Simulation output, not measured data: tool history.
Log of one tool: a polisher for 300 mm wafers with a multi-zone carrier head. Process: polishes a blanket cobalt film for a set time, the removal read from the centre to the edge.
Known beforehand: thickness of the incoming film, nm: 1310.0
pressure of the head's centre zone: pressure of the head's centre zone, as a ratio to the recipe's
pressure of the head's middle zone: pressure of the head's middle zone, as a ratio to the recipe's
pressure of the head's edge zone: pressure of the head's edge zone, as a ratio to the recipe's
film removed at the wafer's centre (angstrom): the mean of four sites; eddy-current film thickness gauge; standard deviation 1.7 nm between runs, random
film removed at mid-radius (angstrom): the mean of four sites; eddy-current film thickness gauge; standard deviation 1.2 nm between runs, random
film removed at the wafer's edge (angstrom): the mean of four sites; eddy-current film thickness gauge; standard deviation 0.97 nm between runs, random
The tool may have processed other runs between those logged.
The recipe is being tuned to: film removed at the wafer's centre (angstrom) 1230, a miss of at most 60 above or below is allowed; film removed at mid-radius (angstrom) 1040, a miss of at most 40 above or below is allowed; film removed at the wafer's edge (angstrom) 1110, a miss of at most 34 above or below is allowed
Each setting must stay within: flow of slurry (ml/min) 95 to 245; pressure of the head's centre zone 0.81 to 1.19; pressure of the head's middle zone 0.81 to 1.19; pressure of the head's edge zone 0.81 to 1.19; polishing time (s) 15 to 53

run	day	flow of slurry (ml/min)	pressure of the head's centre zone	pressure of the head's middle zone	pressure of the head's edge zone	polishing time (s)	film removed at the wafer's centre (angstrom)	film removed at mid-radius (angstrom)	film removed at the wafer's edge (angstrom)
1	0	155	1	1	1	34	1696.3	1639.8	1633.8
2	0.229	155	1	1	1	39	1931.7	1939.8	1842.5
3	0.462	135	1	1	1	39	1897.3	1844.4	1848.1
4	0.817	140	1	0.98	0.97	35	1704	1624.9	1641.3
5	1.075	145	1.01	0.97	0.95	32	1563.2	1517.9	1485.4
6	1.279	140	1.03	0.94	0.94	30	1472.8	1357	1383.9
7	1.375	135	1.04	0.92	0.92	29	1449.9	1288.1	1306.5
8	1.588	130	1.03	0.9	0.9	28	1381.3	1184	1244.8
9	1.667	125	1.02	0.89	0.88	28	1342.8	1188	1226.9
10	1.95	110	1.04	0.82	0.85	25	1163.8	956.19	1056.4
11	2.167	115	1.04	0.83	0.85	25	1171.3	966.57	1065.4
12	2.392	120	1.04	0.84	0.85	25	1177.8	986.86	1065.4

4 next moves are on the table. One of them brings every result within its allowed miss. Which?
A	2.617	100	1.17	0.81	0.82	26	?	?	?
B	2.617	130	1.02	0.91	0.81	24	?	?	?
C	2.617	115	0.96	0.82	0.93	25	?	?	?
D	2.617	115	1.05	0.88	0.87	26	?	?	?

move	film removed at the wafer's centre (angstrom)	film removed at mid-radius (angstrom)	film removed at the wafer's edge (angstrom)
A	1305.1	956.59	1073.1
B	1146.5	1050.2	1038.1
C	1081.6	971.75	1114.7
D	1231.6	1070.5	1129.1
A: moves away from the targets compared with the last run
B: the worst result of the last run now meets its target, but another is out of spec
C: moves away from the targets compared with the last run
D: each result inside its tolerance
Answer: D
